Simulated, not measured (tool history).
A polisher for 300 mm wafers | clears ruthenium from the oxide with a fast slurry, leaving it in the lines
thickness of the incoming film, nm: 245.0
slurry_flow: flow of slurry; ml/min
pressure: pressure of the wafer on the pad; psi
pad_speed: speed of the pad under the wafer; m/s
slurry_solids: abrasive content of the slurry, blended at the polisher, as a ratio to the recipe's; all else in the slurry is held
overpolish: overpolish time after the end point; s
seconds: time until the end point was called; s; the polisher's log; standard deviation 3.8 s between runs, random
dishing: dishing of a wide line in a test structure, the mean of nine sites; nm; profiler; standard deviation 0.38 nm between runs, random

run 1 hour=0 | slurry_flow=140 pressure=2.5 pad_speed=0.78 slurry_solids=1 overpolish=14 | seconds=102.59 dishing=21.121
run 2 hour=5.8 | slurry_flow=140 pressure=2.1 pad_speed=0.78 slurry_solids=1 overpolish=14 | seconds=116.23 dishing=18.687
run 3 hour=14.6 | slurry_flow=140 pressure=2 pad_speed=0.76 slurry_solids=1 overpolish=15 | seconds=122.67 dishing=19.097
run 4 hour=23.4 | slurry_flow=140 pressure=2 pad_speed=0.76 slurry_solids=1 overpolish=19 | seconds=126.96 dishing=23.008
run 5 hour=31.1 | slurry_flow=140 pressure=1.9 pad_speed=0.74 slurry_solids=1 overpolish=19 | seconds=131.22 dishing=22.247
run 6 hour=34.8 | slurry_flow=140 pressure=1.9 pad_speed=0.74 slurry_solids=1 overpolish=25 | seconds=137.3 dishing=26.563
run 7 hour=41.8 | slurry_flow=140 pressure=1.8 pad_speed=0.72 slurry_solids=1 overpolish=24 | seconds=141.21 dishing=25.401

The next listed run, before its measurement:
run 8 hour=46.5 | slurry_flow=140 pressure=1.7 pad_speed=0.7 slurry_solids=1 overpolish=23 | seconds=? dishing=?

{"run 8": {"seconds": 148.65, "dishing": 23.098}}
